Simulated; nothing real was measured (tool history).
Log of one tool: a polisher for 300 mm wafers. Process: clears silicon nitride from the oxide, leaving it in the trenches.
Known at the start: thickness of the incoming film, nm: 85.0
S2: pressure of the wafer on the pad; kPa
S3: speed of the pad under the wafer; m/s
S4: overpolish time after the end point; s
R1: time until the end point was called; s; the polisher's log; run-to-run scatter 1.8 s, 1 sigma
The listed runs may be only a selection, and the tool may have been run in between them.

Run 1, hour 0.0: flow of slurry (ml/min) 125, S2 20.7 kPa, S3 0.84 m/s, S4 10 s. Result: R1 112.31 s.
Run 2, hour 7.1: flow of slurry (ml/min) 100, S2 20.7 kPa, S3 0.84 m/s, S4 10 s. Result: R1 118.20 s.
Run 3, hour 7.7: flow of slurry (ml/min) 95, S2 17.9 kPa, S3 0.84 m/s, S4 10 s. Result: R1 137.20 s.
Run 4, hour 16.0: flow of slurry (ml/min) 90, S2 16.5 kPa, S3 0.84 m/s, S4 10 s. Result: R1 150.52 s.
Run 5, hour 18.2: flow of slurry (ml/min) 90, S2 16.5 kPa, S3 0.84 m/s, S4 10 s. Result: R1 151.29 s.
Run 6, hour 21.5: flow of slurry (ml/min) 90, S2 16.5 kPa, S3 0.84 m/s, S4 10 s. Result: R1 150.31 s.

Predict the results of run 7:
Run 7, hour 23.1: flow of slurry (ml/min) 90, S2 15.2 kPa, S3 0.84 m/s, S4 10 s. Result: R1 ?.

R1: 163.63 s

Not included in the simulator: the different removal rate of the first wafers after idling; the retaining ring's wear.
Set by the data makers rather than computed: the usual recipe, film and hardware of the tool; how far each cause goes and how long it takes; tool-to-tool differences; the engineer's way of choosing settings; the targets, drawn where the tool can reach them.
